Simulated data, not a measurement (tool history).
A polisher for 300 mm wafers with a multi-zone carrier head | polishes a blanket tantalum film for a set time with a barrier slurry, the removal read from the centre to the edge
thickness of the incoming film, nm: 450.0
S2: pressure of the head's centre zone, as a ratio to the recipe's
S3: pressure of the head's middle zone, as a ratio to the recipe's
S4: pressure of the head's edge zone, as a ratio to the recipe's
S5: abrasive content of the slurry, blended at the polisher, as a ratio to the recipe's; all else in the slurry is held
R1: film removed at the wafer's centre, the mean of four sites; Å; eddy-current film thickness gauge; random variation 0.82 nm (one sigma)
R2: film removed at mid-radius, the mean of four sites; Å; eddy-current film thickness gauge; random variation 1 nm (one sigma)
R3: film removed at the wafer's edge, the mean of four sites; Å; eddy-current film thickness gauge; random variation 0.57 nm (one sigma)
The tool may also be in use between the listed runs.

run 1 day=0 | flow_of_slurry_(ml/min)=150 S2=1 S3=1 S4=1 S5=1 polishing_time_(s)=59 | R1=1141.2 R2=1166.8 R3=1180.6
run 2 day=0.121 | flow_of_slurry_(ml/min)=145 S2=0.98 S3=0.99 S4=0.98 S5=0.9 polishing_time_(s)=56 | R1=1051 R2=1068.3 R3=1072.3
run 3 day=0.212 | flow_of_slurry_(ml/min)=145 S2=0.98 S3=1.06 S4=0.98 S5=0.9 polishing_time_(s)=56 | R1=1026.4 R2=1122.2 R3=1067.1
run 4 day=0.529 | flow_of_slurry_(ml/min)=145 S2=0.98 S3=1.15 S4=0.98 S5=0.9 polishing_time_(s)=56 | R1=1017.8 R2=1219.1 R3=1060.9
run 5 day=0.867 | flow_of_slurry_(ml/min)=145 S2=1.06 S3=1.15 S4=0.98 S5=0.9 polishing_time_(s)=56 | R1=1103.8 R2=1204 R3=1073.5
run 6 day=1.083 | flow_of_slurry_(ml/min)=145 S2=1.06 S3=1.19 S4=0.98 S5=0.9 polishing_time_(s)=56 | R1=1128.1 R2=1277 R3=1084.1
run 7 day=1.358 | flow_of_slurry_(ml/min)=140 S2=1.02 S3=1.14 S4=0.96 S5=0.8 polishing_time_(s)=54 | R1=1003.9 R2=1148.8 R3=1008
run 8 day=1.542 | flow_of_slurry_(ml/min)=135 S2=1 S3=1.1 S4=0.96 S5=0.75 polishing_time_(s)=51 | R1=927.62 R2=996.13 R3=941.38
run 9 day=1.654 | flow_of_slurry_(ml/min)=110 S2=0.9 S3=1.07 S4=0.87 S5=0.5 polishing_time_(s)=42 | R1=582.21 R2=711.41 R3=642.39
run 10 day=1.812 | flow_of_slurry_(ml/min)=120 S2=0.9 S3=1.06 S4=0.9 S5=0.5 polishing_time_(s)=42 | R1=597.24 R2=705.15 R3=652.95
run 11 day=2.008 | flow_of_slurry_(ml/min)=155 S2=0.88 S3=1.04 S4=1 S5=0.65 polishing_time_(s)=42 | R1=658.57 R2=800.12 R3=769.24
run 12 day=2.046 | flow_of_slurry_(ml/min)=150 S2=0.89 S3=1.03 S4=0.99 S5=0.65 polishing_time_(s)=42 | R1=654.05 R2=799.71 R3=759.69

Forecast run 13:
run 13 day=2.088 | flow_of_slurry_(ml/min)=145 S2=0.9 S3=1.02 S4=0.98 S5=0.65 polishing_time_(s)=42 | R1=? R2=? R3=?

Run 13 gave R1 656.09 Å, R2 771.64 Å, R3 752.41 Å.
